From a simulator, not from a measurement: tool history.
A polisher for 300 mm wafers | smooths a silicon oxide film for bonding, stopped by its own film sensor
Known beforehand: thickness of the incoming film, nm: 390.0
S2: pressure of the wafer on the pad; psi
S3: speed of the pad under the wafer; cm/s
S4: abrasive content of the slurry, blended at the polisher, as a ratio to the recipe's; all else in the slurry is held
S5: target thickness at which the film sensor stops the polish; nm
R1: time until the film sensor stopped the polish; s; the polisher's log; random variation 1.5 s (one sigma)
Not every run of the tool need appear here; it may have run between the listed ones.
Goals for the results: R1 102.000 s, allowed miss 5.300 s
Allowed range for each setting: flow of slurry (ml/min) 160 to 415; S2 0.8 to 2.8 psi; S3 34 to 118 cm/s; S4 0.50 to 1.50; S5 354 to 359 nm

{"run": 1, "hour": 0.0, "flow of slurry (ml/min)": 265, "S2": 1.8, "S3": 76, "S4": 1.0, "S5": 354, "R1": 60.197}
{"run": 2, "hour": 5.7, "flow of slurry (ml/min)": 265, "S2": 1.8, "S3": 58, "S4": 1.0, "S5": 354, "R1": 74.954}
{"run": 3, "hour": 10.3, "flow of slurry (ml/min)": 265, "S2": 1.8, "S3": 58, "S4": 0.85, "S5": 354, "R1": 81.863}
{"run": 4, "hour": 18.4, "flow of slurry (ml/min)": 305, "S2": 1.8, "S3": 58, "S4": 0.85, "S5": 354, "R1": 78.683}
{"run": 5, "hour": 21.8, "flow of slurry (ml/min)": 335, "S2": 1.8, "S3": 58, "S4": 0.85, "S5": 354, "R1": 78.385}
{"run": 6, "hour": 29.7, "flow of slurry (ml/min)": 335, "S2": 1.8, "S3": 58, "S4": 1.0, "S5": 354, "R1": 76.518}
{"run": 7, "hour": 30.7, "flow of slurry (ml/min)": 335, "S2": 1.7, "S3": 58, "S4": 1.0, "S5": 354, "R1": 78.269}
{"run": 8, "hour": 36.3, "flow of slurry (ml/min)": 335, "S2": 1.6, "S3": 58, "S4": 1.0, "S5": 354, "R1": 83.229}
{"run": 9, "hour": 41.1, "flow of slurry (ml/min)": 335, "S2": 1.5, "S3": 58, "S4": 1.0, "S5": 354, "R1": 89.541}
{"run": 10, "hour": 49.9, "flow of slurry (ml/min)": 335, "S2": 1.4, "S3": 58, "S4": 1.0, "S5": 354, "R1": 96.095}

Which single option among these 4 for the next run brings every result within its allowed miss of target? Just one does.
{"run": "A", "hour": 58.7, "flow of slurry (ml/min)": 315, "S2": 1.3, "S3": 60, "S4": 1.05, "S5": 358, "R1": "?"}
{"run": "B", "hour": 58.7, "flow of slurry (ml/min)": 260, "S2": 1.7, "S3": 50, "S4": 0.85, "S5": 358, "R1": "?"}
{"run": "C", "hour": 58.7, "flow of slurry (ml/min)": 345, "S2": 1.4, "S3": 54, "S4": 1.0, "S5": 357, "R1": "?"}
{"run": "D", "hour": 58.7, "flow of slurry (ml/min)": 315, "S2": 1.1, "S3": 68, "S4": 1.15, "S5": 354, "R1": "?"}

move=A R1=88.391
move=B R1=85.926
move=C R1=93.363
move=D R1=102.270
A: its largest miss is bigger than the last run's
B: its largest miss is bigger than the last run's
C: its largest miss is bigger than the last run's
D: every result lands within tolerance
The move that meets every target is D.

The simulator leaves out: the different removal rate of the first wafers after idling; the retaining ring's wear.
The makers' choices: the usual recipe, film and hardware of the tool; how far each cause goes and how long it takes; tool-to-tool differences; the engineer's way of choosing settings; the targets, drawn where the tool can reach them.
